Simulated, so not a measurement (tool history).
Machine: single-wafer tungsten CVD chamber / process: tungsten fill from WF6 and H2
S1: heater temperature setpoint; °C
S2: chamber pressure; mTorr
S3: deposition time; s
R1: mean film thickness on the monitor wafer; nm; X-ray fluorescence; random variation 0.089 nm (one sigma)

run,day,S1,S2,S3,R1
1,0.000,385,34500,20.7,48.713
2,0.092,384,34500,20.7,47.632
3,0.371,383,34500,20.7,46.387
4,0.538,383,37400,20.7,48.354
5,0.825,383,39600,20.7,49.435
6,0.962,382,39600,20.7,48.269
7,1.162,381,39600,20.7,47.198

Run 8, settings as shown, results not yet in. Your forecast:
8,1.342,375,39300,20.7,?

{"run 8": {"R1": 41.048}}
